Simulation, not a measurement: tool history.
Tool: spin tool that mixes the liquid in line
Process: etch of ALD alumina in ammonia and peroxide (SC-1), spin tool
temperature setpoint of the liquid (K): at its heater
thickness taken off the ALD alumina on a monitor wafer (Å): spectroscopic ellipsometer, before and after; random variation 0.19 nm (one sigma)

run	hour	temperature setpoint of the liquid (K)	parts of 29 % ammonia solution to one part of 30 % peroxide (parts by volume)	time under the liquid (s)	thickness taken off the ALD alumina on a monitor wafer (Å)
1	0	322.15	0.6	280	133.79
2	1.4	325.15	0.6	280	158.75
3	5	325.15	0.75	280	159.83
4	13	327.15	0.75	280	181.54
5	14.4	327.15	0.75	300	192.36
6	20	323.15	0.75	300	157.37
7	22.5	325.15	0.75	300	173.78

Run 8 comes next. What will it give?
8	30.7	326.65	0.75	300	?

Run 8 gave thickness taken off the ALD alumina on a monitor wafer (Å) 186.96.

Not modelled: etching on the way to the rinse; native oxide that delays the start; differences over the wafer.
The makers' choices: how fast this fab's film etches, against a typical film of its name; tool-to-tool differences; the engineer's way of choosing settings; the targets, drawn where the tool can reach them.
